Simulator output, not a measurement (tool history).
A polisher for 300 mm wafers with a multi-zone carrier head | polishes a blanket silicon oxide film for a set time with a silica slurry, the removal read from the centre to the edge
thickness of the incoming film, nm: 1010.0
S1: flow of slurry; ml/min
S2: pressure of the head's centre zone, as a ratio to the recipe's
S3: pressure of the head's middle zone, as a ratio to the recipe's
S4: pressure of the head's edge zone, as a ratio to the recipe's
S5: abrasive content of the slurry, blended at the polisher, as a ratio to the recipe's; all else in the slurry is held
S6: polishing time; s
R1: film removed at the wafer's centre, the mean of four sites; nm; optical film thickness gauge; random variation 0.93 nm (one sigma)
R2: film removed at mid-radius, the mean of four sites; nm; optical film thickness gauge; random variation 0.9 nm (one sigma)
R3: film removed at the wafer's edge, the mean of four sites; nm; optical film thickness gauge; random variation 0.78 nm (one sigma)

{"run": 1, "hour": 0.0, "S1": 130, "S2": 1, "S3": 1, "S4": 1, "S5": 1, "S6": 40, "R1": 109.27, "R2": 105.16, "R3": 111.13}
{"run": 2, "hour": 2.2, "S1": 130, "S2": 1, "S3": 0.99, "S4": 0.98, "S5": 0.9, "S6": 40, "R1": 104.02, "R2": 99.449, "R3": 104.5}
{"run": 3, "hour": 7.7, "S1": 130, "S2": 1, "S3": 0.99, "S4": 0.98, "S5": 0.75, "S6": 40, "R1": 96.189, "R2": 92.842, "R3": 95.682}
{"run": 4, "hour": 14.4, "S1": 125, "S2": 1, "S3": 0.97, "S4": 0.96, "S5": 0.7, "S6": 40, "R1": 90.735, "R2": 85.317, "R3": 90.111}
{"run": 5, "hour": 18.5, "S1": 125, "S2": 1, "S3": 0.97, "S4": 1.02, "S5": 0.7, "S6": 40, "R1": 92.752, "R2": 86.471, "R3": 93.988}
{"run": 6, "hour": 24.3, "S1": 125, "S2": 0.94, "S3": 0.97, "S4": 1.02, "S5": 0.7, "S6": 40, "R1": 86.344, "R2": 86.333, "R3": 92.726}
{"run": 7, "hour": 28.4, "S1": 120, "S2": 0.95, "S3": 0.96, "S4": 0.99, "S5": 0.7, "S6": 40, "R1": 85.911, "R2": 83.477, "R3": 90.406}
{"run": 8, "hour": 29.1, "S1": 115, "S2": 0.96, "S3": 0.95, "S4": 0.97, "S5": 0.7, "S6": 40, "R1": 86.467, "R2": 81.928, "R3": 89.585}

The next listed run, before its measurement:
{"run": 9, "hour": 32.9, "S1": 115, "S2": 0.97, "S3": 0.94, "S4": 0.95, "S5": 0.7, "S6": 40, "R1": "?", "R2": "?", "R3": "?"}

Run 9 gave R1 87.218 nm, R2 81.974 nm, R3 87.419 nm.
